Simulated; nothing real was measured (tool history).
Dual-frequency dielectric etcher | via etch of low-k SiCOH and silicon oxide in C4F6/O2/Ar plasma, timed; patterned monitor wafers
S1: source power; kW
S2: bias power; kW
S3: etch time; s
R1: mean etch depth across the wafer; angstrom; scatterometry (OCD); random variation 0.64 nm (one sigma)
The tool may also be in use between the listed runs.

{"run": 1, "hour": 0.0, "S1": 0.35, "S2": 0.195, "S3": 73.5, "R1": 1846.2}
{"run": 2, "hour": 7.1, "S1": 0.38, "S2": 0.197, "S3": 73.5, "R1": 1916.1}
{"run": 3, "hour": 8.5, "S1": 0.32, "S2": 0.197, "S3": 73.5, "R1": 1798.1}
{"run": 4, "hour": 15.8, "S1": 0.35, "S2": 0.2, "S3": 73.5, "R1": 1865.9}
{"run": 5, "hour": 22.0, "S1": 0.35, "S2": 0.2, "S3": 76.5, "R1": 1951.0}
{"run": 6, "hour": 25.1, "S1": 0.3, "S2": 0.2, "S3": 76.5, "R1": 1846.5}
{"run": 7, "hour": 27.1, "S1": 0.33, "S2": 0.202, "S3": 76.5, "R1": 1914.4}
{"hour": 35.3, "done": "wet clean of the chamber"}
{"run": 8, "hour": 35.3, "S1": 0.35, "S2": 0.203, "S3": 76.5, "R1": 2031.7}

The next listed run, before its measurement:
{"run": 9, "hour": 38.4, "S1": 0.39, "S2": 0.204, "S3": 76.5, "R1": "?"}

Run 9 gave R1 2125.2 angstrom.
